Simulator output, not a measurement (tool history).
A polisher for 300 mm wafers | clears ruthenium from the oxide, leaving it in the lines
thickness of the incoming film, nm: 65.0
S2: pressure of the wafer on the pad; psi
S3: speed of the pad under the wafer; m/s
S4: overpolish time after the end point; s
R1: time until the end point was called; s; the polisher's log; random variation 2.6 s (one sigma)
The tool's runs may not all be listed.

{"run": 1, "hour": 0.0, "flow of slurry (ml/min)": 130, "S2": 1.6, "S3": 0.76, "S4": 19, "R1": 103.96}
{"run": 2, "hour": 6.4, "flow of slurry (ml/min)": 130, "S2": 1.4, "S3": 0.74, "S4": 19, "R1": 121.03}
{"run": 3, "hour": 8.4, "flow of slurry (ml/min)": 150, "S2": 1.4, "S3": 0.74, "S4": 19, "R1": 118.65}
{"run": 4, "hour": 11.8, "flow of slurry (ml/min)": 150, "S2": 1.4, "S3": 0.86, "S4": 19, "R1": 102.0}
{"run": 5, "hour": 17.3, "flow of slurry (ml/min)": 180, "S2": 1.4, "S3": 0.86, "S4": 19, "R1": 101.78}
{"run": 6, "hour": 24.7, "flow of slurry (ml/min)": 180, "S2": 1.3, "S3": 0.82, "S4": 19, "R1": 115.02}
{"run": 7, "hour": 26.0, "flow of slurry (ml/min)": 180, "S2": 1.2, "S3": 0.78, "S4": 19, "R1": 128.09}

Run 8 comes next. What will it give?
{"hour": 29.9, "done": "worn pad replaced by a new one"}
{"run": 8, "hour": 29.9, "flow of slurry (ml/min)": 180, "S2": 1.1, "S3": 0.76, "S4": 19, "R1": "?"}

{"run 8": {"R1": 131.67}}
